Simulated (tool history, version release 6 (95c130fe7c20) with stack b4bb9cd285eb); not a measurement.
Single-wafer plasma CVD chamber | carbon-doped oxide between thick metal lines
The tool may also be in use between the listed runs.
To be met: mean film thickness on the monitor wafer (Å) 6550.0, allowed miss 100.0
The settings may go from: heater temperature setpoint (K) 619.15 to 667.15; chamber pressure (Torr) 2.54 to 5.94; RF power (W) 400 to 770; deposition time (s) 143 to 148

run	hour	heater temperature setpoint (K)	chamber pressure (Torr)	RF power (W)	deposition time (s)	mean film thickness on the monitor wafer (Å)
1	0.0	643.15	4.24	585	143	7937.7
2	5.0	651.15	4.24	585	143	7811.7
3	11.7	651.15	4.24	615	143	8083.7
4	19.5	652.15	3.98	585	143	7708.6
5	26.3	653.15	3.73	565	143	7519.3
6	33.4	654.15	3.57	545	143	7293.4
7	40.1	655.15	3.41	530	143	7133.5
8	41.2	656.15	3.27	520	143	6982.7

4 next moves are on the table. One of them brings every result within its allowed miss. Which?
A	42.3	658.15	2.85	515	143	?
B	42.3	657.15	3.35	495	143	?
C	42.3	658.15	4.10	500	147	?
D	42.3	655.15	3.29	450	146	?

move	mean film thickness on the monitor wafer (Å)
A	6849.5
B	6810.5
C	7224.6
D	6572.3
A: nearer than the last run, and not there yet
B: nearer than the last run, and not there yet
C: further off than the last run
D: meets every target
Answer: D

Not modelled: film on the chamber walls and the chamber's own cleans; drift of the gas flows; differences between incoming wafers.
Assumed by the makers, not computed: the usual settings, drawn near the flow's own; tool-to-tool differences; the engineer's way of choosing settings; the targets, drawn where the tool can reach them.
